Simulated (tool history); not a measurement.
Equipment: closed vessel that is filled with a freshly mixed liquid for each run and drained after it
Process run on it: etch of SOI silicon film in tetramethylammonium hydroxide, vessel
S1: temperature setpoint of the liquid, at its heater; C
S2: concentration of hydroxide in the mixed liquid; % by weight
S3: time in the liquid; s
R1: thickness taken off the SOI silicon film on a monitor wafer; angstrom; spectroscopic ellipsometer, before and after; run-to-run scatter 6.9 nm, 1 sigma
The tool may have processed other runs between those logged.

{"run": 1, "hour": 0.0, "S1": 72, "S2": 9, "S3": 105, "R1": 9346.9}
{"run": 2, "hour": 9.1, "S1": 71.5, "S2": 9, "S3": 105, "R1": 8957.3}
{"run": 3, "hour": 15.0, "S1": 71, "S2": 9, "S3": 105, "R1": 8949.5}
{"run": 4, "hour": 18.2, "S1": 75, "S2": 9, "S3": 105, "R1": 10904}
{"run": 5, "hour": 21.7, "S1": 74, "S2": 9, "S3": 105, "R1": 10500}
{"run": 6, "hour": 23.4, "S1": 74, "S2": 9, "S3": 105, "R1": 10423}
{"hour": 29.9, "done": "hydroxide flow meter replaced"}
{"run": 7, "hour": 29.9, "S1": 74, "S2": 9, "S3": 105, "R1": 10572}
{"run": 8, "hour": 33.8, "S1": 73, "S2": 9, "S3": 105, "R1": 9985.4}

What will run 9 give?
{"run": 9, "hour": 38.3, "S1": 73, "S2": 9, "S3": 105, "R1": "?"}

R1: 10214 angstrom

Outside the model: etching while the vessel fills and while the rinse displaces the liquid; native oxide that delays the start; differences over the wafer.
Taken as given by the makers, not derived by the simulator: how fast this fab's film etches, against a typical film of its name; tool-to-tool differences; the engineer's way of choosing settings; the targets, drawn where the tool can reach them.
